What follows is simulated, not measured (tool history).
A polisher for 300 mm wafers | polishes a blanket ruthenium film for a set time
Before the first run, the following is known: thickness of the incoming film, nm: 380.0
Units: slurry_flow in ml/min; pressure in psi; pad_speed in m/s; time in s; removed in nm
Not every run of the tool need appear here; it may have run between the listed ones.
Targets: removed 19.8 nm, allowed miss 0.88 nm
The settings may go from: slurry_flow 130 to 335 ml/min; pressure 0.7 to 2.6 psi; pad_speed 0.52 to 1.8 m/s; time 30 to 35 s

run,hour,slurry_flow,pressure,pad_speed,time,removed
1,0,215,1.6,1.16,35,35.606
2,8.7,215,1.5,1.16,35,32.952
3,10.3,215,1.4,1.16,35,31.301
4,15.9,215,1.4,1.16,35,30.852
5,19,215,1.3,1.16,35,29.583
6,20.6,215,1.2,1.16,35,26.69
7,25.4,215,1,1.16,35,22.471
8,28.2,215,0.8,1.16,35,18.691

Below are 4 possible settings for the next run. Only one of them brings all results inside the allowed miss of their targets. Which is it?
A,31,220,0.8,1.18,34,?
B,31,200,1,1.2,34,?
C,31,220,1.2,1.02,31,?
D,31,175,0.8,1.32,34,?

move,removed
A,18.268
B,22.671
C,21.275
D,19.768
A: lands further from the targets than the last run did
B: takes the result that was furthest off past its target
C: takes the result that was furthest off past its target
D: in spec on every target
D is the move that brings every result within its allowed miss.

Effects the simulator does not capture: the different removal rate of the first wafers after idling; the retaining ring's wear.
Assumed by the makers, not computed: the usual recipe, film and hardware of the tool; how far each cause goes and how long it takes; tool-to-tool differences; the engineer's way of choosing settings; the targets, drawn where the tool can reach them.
